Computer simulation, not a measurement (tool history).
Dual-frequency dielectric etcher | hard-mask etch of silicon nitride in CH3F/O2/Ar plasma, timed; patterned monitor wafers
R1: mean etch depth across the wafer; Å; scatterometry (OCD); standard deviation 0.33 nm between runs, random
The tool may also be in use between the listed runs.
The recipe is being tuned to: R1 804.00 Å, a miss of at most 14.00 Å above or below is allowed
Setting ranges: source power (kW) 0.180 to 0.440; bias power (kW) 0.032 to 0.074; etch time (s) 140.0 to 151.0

{"run": 1, "day": 0.0, "source power (kW)": 0.31, "bias power (kW)": 0.053, "etch time (s)": 151.0, "R1": 871.46}
{"run": 2, "day": 0.338, "source power (kW)": 0.3, "bias power (kW)": 0.053, "etch time (s)": 151.0, "R1": 856.64}
{"run": 3, "day": 0.617, "source power (kW)": 0.29, "bias power (kW)": 0.053, "etch time (s)": 151.0, "R1": 853.42}
{"run": 4, "day": 0.646, "source power (kW)": 0.31, "bias power (kW)": 0.053, "etch time (s)": 151.0, "R1": 878.45}
{"run": 5, "day": 0.967, "source power (kW)": 0.3, "bias power (kW)": 0.053, "etch time (s)": 151.0, "R1": 859.16}
{"run": 6, "day": 0.996, "source power (kW)": 0.29, "bias power (kW)": 0.053, "etch time (s)": 151.0, "R1": 853.02}
{"run": 7, "day": 1.338, "source power (kW)": 0.29, "bias power (kW)": 0.053, "etch time (s)": 151.0, "R1": 853.91}
{"run": 8, "day": 1.546, "source power (kW)": 0.24, "bias power (kW)": 0.052, "etch time (s)": 151.0, "R1": 776.55}

Consider the 5 candidate settings below. Which is the only one whose results all fall within their allowed miss of target?
{"run": "A", "day": 1.754, "source power (kW)": 0.24, "bias power (kW)": 0.051, "etch time (s)": 143.0, "R1": "?"}
{"run": "B", "day": 1.754, "source power (kW)": 0.23, "bias power (kW)": 0.045, "etch time (s)": 149.5, "R1": "?"}
{"run": "C", "day": 1.754, "source power (kW)": 0.34, "bias power (kW)": 0.036, "etch time (s)": 144.5, "R1": "?"}
{"run": "D", "day": 1.754, "source power (kW)": 0.25, "bias power (kW)": 0.056, "etch time (s)": 145.0, "R1": "?"}
{"run": "E", "day": 1.754, "source power (kW)": 0.24, "bias power (kW)": 0.057, "etch time (s)": 144.5, "R1": "?"}

move=A R1=739.56
move=B R1=737.54
move=C R1=810.82
move=D R1=780.61
move=E R1=767.23
A: the biggest miss grows against the last run
B: the biggest miss grows against the last run
C: every result lands within tolerance
D: an improvement on the last run, though not all results are within tolerance
E: the biggest miss grows against the last run
The move that meets every target is C.
